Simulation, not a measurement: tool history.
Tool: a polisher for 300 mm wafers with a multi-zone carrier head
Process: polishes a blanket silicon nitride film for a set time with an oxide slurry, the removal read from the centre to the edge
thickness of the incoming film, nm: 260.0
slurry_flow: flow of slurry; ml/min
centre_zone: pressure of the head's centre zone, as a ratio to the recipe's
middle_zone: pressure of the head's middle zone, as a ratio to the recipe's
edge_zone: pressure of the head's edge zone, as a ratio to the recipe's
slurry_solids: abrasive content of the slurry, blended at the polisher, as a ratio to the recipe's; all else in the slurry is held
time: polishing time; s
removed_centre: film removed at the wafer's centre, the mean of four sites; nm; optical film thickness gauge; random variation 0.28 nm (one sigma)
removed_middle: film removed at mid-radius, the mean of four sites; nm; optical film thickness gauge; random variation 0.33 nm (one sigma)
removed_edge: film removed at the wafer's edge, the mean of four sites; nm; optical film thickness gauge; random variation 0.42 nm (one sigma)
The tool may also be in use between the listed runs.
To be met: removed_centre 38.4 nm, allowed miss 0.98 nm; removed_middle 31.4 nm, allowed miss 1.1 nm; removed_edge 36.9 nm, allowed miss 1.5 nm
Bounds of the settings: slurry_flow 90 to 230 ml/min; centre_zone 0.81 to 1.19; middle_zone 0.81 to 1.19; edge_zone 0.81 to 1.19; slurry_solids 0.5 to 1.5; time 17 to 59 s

run 1 hour=0 | slurry_flow=150 centre_zone=1 middle_zone=1 edge_zone=1 slurry_solids=1 time=38 | removed_centre=25.414 removed_middle=25.865 removed_edge=25.455
run 2 hour=5.1 | slurry_flow=150 centre_zone=1 middle_zone=1 edge_zone=1.07 slurry_solids=1 time=38 | removed_centre=25.244 removed_middle=25.448 removed_edge=26.215
run 3 hour=9.8 | slurry_flow=150 centre_zone=1.06 middle_zone=1 edge_zone=1.07 slurry_solids=1 time=38 | removed_centre=26.631 removed_middle=25.258 removed_edge=26.379
run 4 hour=15 | slurry_flow=150 centre_zone=1.06 middle_zone=1 edge_zone=1.15 slurry_solids=1 time=38 | removed_centre=27.151 removed_middle=25.763 removed_edge=27.081
run 5 hour=18.7 | slurry_flow=150 centre_zone=1.06 middle_zone=1 edge_zone=1.15 slurry_solids=1.15 time=38 | removed_centre=28.406 removed_middle=26.856 removed_edge=28.531
run 6 hour=26.2 | slurry_flow=150 centre_zone=1.06 middle_zone=1 edge_zone=1.08 slurry_solids=1.15 time=38 | removed_centre=28.336 removed_middle=26.792 removed_edge=27.352
run 7 hour=34.3 | slurry_flow=155 centre_zone=1.06 middle_zone=0.96 edge_zone=1.11 slurry_solids=1.25 time=40 | removed_centre=31.103 removed_middle=28.08 removed_edge=30.821
run 8 hour=36 | slurry_flow=165 centre_zone=1.07 middle_zone=0.95 edge_zone=1.13 slurry_solids=1.35 time=40 | removed_centre=32.619 removed_middle=28.747 removed_edge=31.588

Which of these 5 next moves meets every target?
run A hour=37.7 | slurry_flow=145 centre_zone=1.14 middle_zone=0.92 edge_zone=1.19 slurry_solids=1.05 time=50 | removed_centre=? removed_middle=? removed_edge=?
run B hour=37.7 | slurry_flow=155 centre_zone=1.06 middle_zone=0.96 edge_zone=1.18 slurry_solids=1.35 time=37 | removed_centre=? removed_middle=? removed_edge=?
run C hour=37.7 | slurry_flow=180 centre_zone=1.05 middle_zone=0.89 edge_zone=1.16 slurry_solids=1.35 time=45 | removed_centre=? removed_middle=? removed_edge=?
run D hour=37.7 | slurry_flow=150 centre_zone=1.07 middle_zone=0.84 edge_zone=1.16 slurry_solids=1.3 time=46 | removed_centre=? removed_middle=? removed_edge=?
run E hour=37.7 | slurry_flow=190 centre_zone=1 middle_zone=0.84 edge_zone=1.18 slurry_solids=1.3 time=50 | removed_centre=? removed_middle=? removed_edge=?

move=A removed_centre=38.595 removed_middle=31.404 removed_edge=36.604
move=B removed_centre=29.602 removed_middle=26.719 removed_edge=29.852
move=C removed_centre=36.772 removed_middle=31.51 removed_edge=36.746
move=D removed_centre=36.354 removed_middle=29.387 removed_edge=36.18
move=E removed_centre=38.785 removed_middle=33.365 removed_edge=40.944
A: meets every target
B: further off than the last run
C: nearer than the last run, and not there yet
D: nearer than the last run, and not there yet
E: brings the result that was furthest off to its target, and leaves another outside
The right move is A.
